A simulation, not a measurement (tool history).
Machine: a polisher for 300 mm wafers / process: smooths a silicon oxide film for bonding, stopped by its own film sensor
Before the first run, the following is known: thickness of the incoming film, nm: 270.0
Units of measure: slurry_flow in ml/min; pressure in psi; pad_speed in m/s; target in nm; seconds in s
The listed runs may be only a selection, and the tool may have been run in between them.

run 1 day=0 | slurry_flow=160 pressure=2.3 pad_speed=0.88 slurry_solids=1 target=245 | seconds=33.143
run 2 day=0.183 | slurry_flow=160 pressure=2.5 pad_speed=0.88 slurry_solids=1 target=245 | seconds=30.888
run 3 day=0.558 | slurry_flow=160 pressure=2.2 pad_speed=0.88 slurry_solids=1 target=245 | seconds=35.916
run 4 day=0.783 | slurry_flow=160 pressure=2.4 pad_speed=0.88 slurry_solids=1 target=245 | seconds=32.346
run 5 day=0.867 | slurry_flow=160 pressure=2.4 pad_speed=0.88 slurry_solids=1 target=245 | seconds=32.782
run 6 day=1.204 | slurry_flow=160 pressure=2.4 pad_speed=0.88 slurry_solids=1.2 target=245 | seconds=29.223
run 7 day=1.262 | slurry_flow=160 pressure=2.5 pad_speed=0.88 slurry_solids=1.2 target=245 | seconds=28.26
run 8 day=1.612 | slurry_flow=160 pressure=2.5 pad_speed=0.88 slurry_solids=1.2 target=245 | seconds=27.901

Run 9 is up next; what results do you expect?
run 9 day=1.692 | slurry_flow=160 pressure=2.5 pad_speed=0.88 slurry_solids=1.2 target=245 | seconds=?

seconds: 28.113 s
